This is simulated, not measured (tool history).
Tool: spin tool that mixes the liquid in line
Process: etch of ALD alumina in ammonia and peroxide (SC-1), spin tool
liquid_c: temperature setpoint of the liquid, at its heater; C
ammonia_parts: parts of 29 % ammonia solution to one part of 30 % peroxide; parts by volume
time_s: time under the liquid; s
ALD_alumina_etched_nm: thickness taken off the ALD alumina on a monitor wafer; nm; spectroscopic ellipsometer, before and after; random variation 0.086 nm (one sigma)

Run 1, hour 0.0: liquid_c 63.0 C, ammonia_parts 0.95 parts by volume, time_s 70 s. Result: ALD_alumina_etched_nm 8.1996 nm.
Run 2, hour 5.9: liquid_c 63.5 C, ammonia_parts 0.95 parts by volume, time_s 70 s. Result: ALD_alumina_etched_nm 8.5111 nm.
Run 3, hour 14.4: liquid_c 64.0 C, ammonia_parts 0.95 parts by volume, time_s 70 s. Result: ALD_alumina_etched_nm 8.6509 nm.
Run 4, hour 19.1: liquid_c 64.0 C, ammonia_parts 0.95 parts by volume, time_s 70 s. Result: ALD_alumina_etched_nm 8.5648 nm.
Run 5, hour 22.6: liquid_c 64.5 C, ammonia_parts 0.95 parts by volume, time_s 70 s. Result: ALD_alumina_etched_nm 8.9851 nm.
Run 6, hour 25.0: liquid_c 65.0 C, ammonia_parts 0.95 parts by volume, time_s 70 s. Result: ALD_alumina_etched_nm 9.1533 nm.
Run 7, hour 31.1: liquid_c 65.5 C, ammonia_parts 0.95 parts by volume, time_s 70 s. Result: ALD_alumina_etched_nm 9.1979 nm.

The next listed run, before its measurement:
Run 8, hour 37.5: liquid_c 66.0 C, ammonia_parts 0.95 parts by volume, time_s 70 s. Result: ALD_alumina_etched_nm ?.

{"run 8": {"ALD_alumina_etched_nm": 9.4686}}
